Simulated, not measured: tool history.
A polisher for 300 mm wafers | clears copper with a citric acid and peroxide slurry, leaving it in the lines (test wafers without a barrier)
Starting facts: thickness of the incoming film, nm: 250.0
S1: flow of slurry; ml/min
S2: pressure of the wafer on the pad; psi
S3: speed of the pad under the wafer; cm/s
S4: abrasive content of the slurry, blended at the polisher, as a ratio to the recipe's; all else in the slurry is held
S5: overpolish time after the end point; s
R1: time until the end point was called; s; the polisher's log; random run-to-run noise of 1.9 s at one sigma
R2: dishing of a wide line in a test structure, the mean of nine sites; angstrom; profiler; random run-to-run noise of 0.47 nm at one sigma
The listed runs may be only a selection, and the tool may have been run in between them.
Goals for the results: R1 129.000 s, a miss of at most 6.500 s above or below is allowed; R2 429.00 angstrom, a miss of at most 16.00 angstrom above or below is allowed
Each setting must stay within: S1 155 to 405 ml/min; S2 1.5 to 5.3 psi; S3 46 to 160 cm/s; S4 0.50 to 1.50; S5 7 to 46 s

run 1 day=0.000 | S1=260 S2=3.4 S3=102 S4=1.00 S5=24 | R1=108.270 R2=328.75
run 2 day=0.104 | S1=260 S2=2.8 S3=102 S4=1.00 S5=24 | R1=131.380 R2=287.78
run 3 day=0.175 | S1=260 S2=2.8 S3=116 S4=1.00 S5=24 | R1=115.910 R2=311.07
run 4 day=0.462 | S1=260 S2=3.6 S3=116 S4=1.00 S5=24 | R1=91.919 R2=382.04
run 5 day=0.838 | S1=260 S2=3.0 S3=116 S4=1.00 S5=24 | R1=107.680 R2=336.12
run 6 day=1.108 | S1=260 S2=3.4 S3=116 S4=1.00 S5=24 | R1=94.787 R2=360.59
run 7 day=1.258 | S1=260 S2=3.1 S3=116 S4=1.00 S5=28 | R1=103.110 R2=387.76
run 8 day=1.612 | S1=260 S2=2.9 S3=116 S4=1.00 S5=31 | R1=111.710 R2=389.41
run 9 day=1.654 | S1=260 S2=2.8 S3=116 S4=1.00 S5=33 | R1=112.610 R2=399.96
-- day=1.679 slurry nozzle cleaned
run 10 day=1.679 | S1=260 S2=2.7 S3=116 S4=1.00 S5=35 | R1=114.660 R2=418.51

4 next moves are on the table. One of them brings every result within its allowed miss. Which?
run A day=1.704 | S1=225 S2=3.0 S3=90 S4=1.15 S5=45 | R1=? R2=?
run B day=1.704 | S1=260 S2=2.6 S3=124 S4=1.05 S5=36 | R1=? R2=?
run C day=1.704 | S1=240 S2=2.3 S3=118 S4=1.15 S5=42 | R1=? R2=?
run D day=1.704 | S1=245 S2=3.1 S3=102 S4=1.10 S5=30 | R1=? R2=?

move=A R1=130.620 R2=458.47
move=B R1=111.130 R2=433.84
move=C R1=129.130 R2=429.64
move=D R1=112.550 R2=385.96
A: puts the biggest miss on target and leaves a different result outside tolerance
B: its largest miss is bigger than the last run's
C: every result within its allowed miss
D: its largest miss is bigger than the last run's
The move that meets every target is C.

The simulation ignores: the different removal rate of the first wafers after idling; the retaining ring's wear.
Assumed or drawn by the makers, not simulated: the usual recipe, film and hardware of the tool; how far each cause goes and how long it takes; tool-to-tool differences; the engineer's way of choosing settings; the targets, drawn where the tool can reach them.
